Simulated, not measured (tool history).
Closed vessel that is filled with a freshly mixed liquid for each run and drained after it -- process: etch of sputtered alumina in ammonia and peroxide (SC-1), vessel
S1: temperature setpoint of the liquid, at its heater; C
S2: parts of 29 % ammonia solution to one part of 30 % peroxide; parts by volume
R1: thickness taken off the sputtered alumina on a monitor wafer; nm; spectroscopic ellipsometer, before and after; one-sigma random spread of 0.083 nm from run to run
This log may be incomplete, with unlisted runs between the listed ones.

run 1 day=0.000 | S1=47.0 S2=0.70 time_in_the_liquid_(s)=720 | R1=26.484
run 2 day=0.358 | S1=49.5 S2=0.70 time_in_the_liquid_(s)=720 | R1=30.638
run 3 day=0.708 | S1=49.5 S2=0.55 time_in_the_liquid_(s)=720 | R1=29.807
run 4 day=0.792 | S1=54.5 S2=0.55 time_in_the_liquid_(s)=720 | R1=38.970
run 5 day=0.862 | S1=52.0 S2=0.55 time_in_the_liquid_(s)=720 | R1=34.192
run 6 day=0.992 | S1=52.0 S2=0.55 time_in_the_liquid_(s)=720 | R1=34.043
run 7 day=1.271 | S1=50.0 S2=0.55 time_in_the_liquid_(s)=720 | R1=30.647

The next listed run, before its measurement:
run 8 day=1.492 | S1=48.5 S2=0.55 time_in_the_liquid_(s)=720 | R1=?

R1: 28.019 nm

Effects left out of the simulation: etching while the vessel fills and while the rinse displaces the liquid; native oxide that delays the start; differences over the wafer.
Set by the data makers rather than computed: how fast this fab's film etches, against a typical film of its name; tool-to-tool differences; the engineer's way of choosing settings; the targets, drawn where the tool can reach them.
